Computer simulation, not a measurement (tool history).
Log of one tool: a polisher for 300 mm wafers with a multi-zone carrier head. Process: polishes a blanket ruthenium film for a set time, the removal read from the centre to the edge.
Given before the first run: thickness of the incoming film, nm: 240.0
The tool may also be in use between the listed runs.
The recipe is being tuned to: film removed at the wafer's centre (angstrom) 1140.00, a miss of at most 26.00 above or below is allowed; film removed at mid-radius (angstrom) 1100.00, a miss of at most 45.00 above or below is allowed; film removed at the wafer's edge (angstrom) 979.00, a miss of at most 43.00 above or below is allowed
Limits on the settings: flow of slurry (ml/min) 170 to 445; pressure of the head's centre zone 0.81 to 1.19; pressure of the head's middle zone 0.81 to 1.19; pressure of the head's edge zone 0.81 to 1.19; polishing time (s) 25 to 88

run  hour  flow of slurry (ml/min)  pressure of the head's centre zone  pressure of the head's middle zone  pressure of the head's edge zone  polishing time (s)  film removed at the wafer's centre (angstrom)  film removed at mid-radius (angstrom)  film removed at the wafer's edge (angstrom)
  1   0.0                      285                                1.00                                1.00                              1.00                  56                                         901.83                                 878.42                                       907.61
  2   8.0                      250                                1.00                                1.00                              1.00                  56                                         888.58                                 899.29                                       875.53
  3  11.6                      255                                1.03                                1.03                              1.01                  57                                         941.91                                 952.06                                       883.16
  4  19.7                      275                                1.05                                1.05                              1.03                  57                                         965.24                                 947.55                                       909.06
  5  28.5                      280                                1.07                                1.07                              1.03                  58                                        1001.50                                 964.85                                       914.53
  6  30.9                      280                                1.07                                1.07                              1.03                  72                                        1233.90                                1231.30                                      1170.90
  7  38.0                      270                                1.07                                1.06                              1.01                  71                                        1230.70                                1186.20                                      1145.00
  8  43.7                      260                                1.07                                1.06                              0.99                  70                                        1188.90                                1163.50                                      1080.90

5 next moves are on the table. One of them brings every result within its allowed miss. Which?
  A  49.4                      170                                1.15                                1.14                              0.93                  61                                              ?                                      ?                                            ?
  B  49.4                      310                                1.06                                1.10                              0.95                  63                                              ?                                      ?                                            ?
  C  49.4                      345                                1.09                                1.03                              1.01                  60                                              ?                                      ?                                            ?
  D  49.4                      350                                0.92                                0.85                              1.11                  78                                              ?                                      ?                                            ?
  E  49.4                      270                                1.10                                1.09                              0.94                  65                                              ?                                      ?                                            ?

move  film removed at the wafer's centre (angstrom)  film removed at mid-radius (angstrom)  film removed at the wafer's edge (angstrom)
   A                                        1051.00                                1013.10                                       872.56
   B                                        1080.90                                1091.20                                       959.12
   C                                        1068.50                                 997.53                                       948.01
   D                                        1174.60                                1128.60                                      1295.50
   E                                        1140.20                                1103.40                                       975.00
A: pushes the last run's worst result past its target
B: meets the target for the result that was furthest off, but another lies outside its allowed miss
C: meets the target for the result that was furthest off, but another lies outside its allowed miss
D: the biggest miss grows against the last run
E: meets every target
Answer: E

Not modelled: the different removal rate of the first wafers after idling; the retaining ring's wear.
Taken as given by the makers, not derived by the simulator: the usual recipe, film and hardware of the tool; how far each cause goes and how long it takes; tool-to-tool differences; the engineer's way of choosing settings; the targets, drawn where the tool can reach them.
